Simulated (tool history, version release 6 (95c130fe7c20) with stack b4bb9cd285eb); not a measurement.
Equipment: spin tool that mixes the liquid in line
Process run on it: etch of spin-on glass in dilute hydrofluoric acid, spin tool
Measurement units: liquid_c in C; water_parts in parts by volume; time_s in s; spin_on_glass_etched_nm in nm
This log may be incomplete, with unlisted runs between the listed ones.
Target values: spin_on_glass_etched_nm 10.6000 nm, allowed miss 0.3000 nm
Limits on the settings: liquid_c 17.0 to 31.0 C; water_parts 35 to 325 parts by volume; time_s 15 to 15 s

run 1 hour=0.0 | liquid_c=23.0 water_parts=180 time_s=15 | spin_on_glass_etched_nm=4.7324
run 2 hour=7.0 | liquid_c=24.5 water_parts=160 time_s=15 | spin_on_glass_etched_nm=5.8210
run 3 hour=10.8 | liquid_c=26.0 water_parts=150 time_s=15 | spin_on_glass_etched_nm=6.6170
run 4 hour=15.8 | liquid_c=26.0 water_parts=150 time_s=15 | spin_on_glass_etched_nm=6.6200
run 5 hour=21.4 | liquid_c=26.0 water_parts=150 time_s=15 | spin_on_glass_etched_nm=6.5962
run 6 hour=29.8 | liquid_c=26.0 water_parts=150 time_s=15 | spin_on_glass_etched_nm=6.6152
run 7 hour=35.7 | liquid_c=30.0 water_parts=95 time_s=15 | spin_on_glass_etched_nm=13.0510
run 8 hour=43.0 | liquid_c=30.0 water_parts=95 time_s=15 | spin_on_glass_etched_nm=13.1360

Below are 4 possible settings for the next run. Only one of them brings all results inside the allowed miss of their targets. Which is it?
run A hour=50.3 | liquid_c=30.0 water_parts=115 time_s=15 | spin_on_glass_etched_nm=?
run B hour=50.3 | liquid_c=30.0 water_parts=120 time_s=15 | spin_on_glass_etched_nm=?
run C hour=50.3 | liquid_c=29.0 water_parts=105 time_s=15 | spin_on_glass_etched_nm=?
run D hour=50.3 | liquid_c=29.5 water_parts=105 time_s=15 | spin_on_glass_etched_nm=?

move=A spin_on_glass_etched_nm=10.4860
move=B spin_on_glass_etched_nm=9.9801
move=C spin_on_glass_etched_nm=11.2170
move=D spin_on_glass_etched_nm=11.4300
A: in spec on every target
B: pushes the last run's worst result past its target
C: nearer the targets than the last run, but a result is still out of spec
D: nearer the targets than the last run, but a result is still out of spec
The move that meets every target is A.
